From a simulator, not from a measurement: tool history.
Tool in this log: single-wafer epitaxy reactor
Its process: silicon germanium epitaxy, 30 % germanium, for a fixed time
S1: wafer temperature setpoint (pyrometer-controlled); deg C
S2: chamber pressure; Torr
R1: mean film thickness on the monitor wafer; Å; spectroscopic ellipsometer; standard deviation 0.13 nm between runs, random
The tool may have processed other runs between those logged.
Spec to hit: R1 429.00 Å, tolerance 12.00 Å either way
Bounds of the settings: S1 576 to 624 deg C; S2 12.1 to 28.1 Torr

{"run": 1, "hour": 0.0, "S1": 600, "S2": 20.1, "R1": 628.52}
{"run": 2, "hour": 4.4, "S1": 592, "S2": 20.1, "R1": 526.33}
{"run": 3, "hour": 8.4, "S1": 585, "S2": 20.1, "R1": 454.36}
{"run": 4, "hour": 12.3, "S1": 593, "S2": 20.1, "R1": 541.13}
{"run": 5, "hour": 16.4, "S1": 593, "S2": 17.6, "R1": 515.6}
{"run": 6, "hour": 22.4, "S1": 600, "S2": 17.6, "R1": 600.51}
{"run": 7, "hour": 31.0, "S1": 588, "S2": 17.0, "R1": 460.19}
{"run": 8, "hour": 39.0, "S1": 587, "S2": 17.0, "R1": 448.02}

Which single option among these 4 for the next run brings every result within its allowed miss of target? Just one does.
{"run": "A", "hour": 47.0, "S1": 586, "S2": 16.0, "R1": "?"}
{"run": "B", "hour": 47.0, "S1": 587, "S2": 17.9, "R1": "?"}
{"run": "C", "hour": 47.0, "S1": 588, "S2": 18.5, "R1": "?"}
{"run": "D", "hour": 47.0, "S1": 591, "S2": 15.7, "R1": "?"}

move=A R1=429.62
move=B R1=456.41
move=C R1=471.76
move=D R1=475.19
A: in spec on every target
B: misses by more than the last run did
C: misses by more than the last run did
D: misses by more than the last run did
The right move is A.

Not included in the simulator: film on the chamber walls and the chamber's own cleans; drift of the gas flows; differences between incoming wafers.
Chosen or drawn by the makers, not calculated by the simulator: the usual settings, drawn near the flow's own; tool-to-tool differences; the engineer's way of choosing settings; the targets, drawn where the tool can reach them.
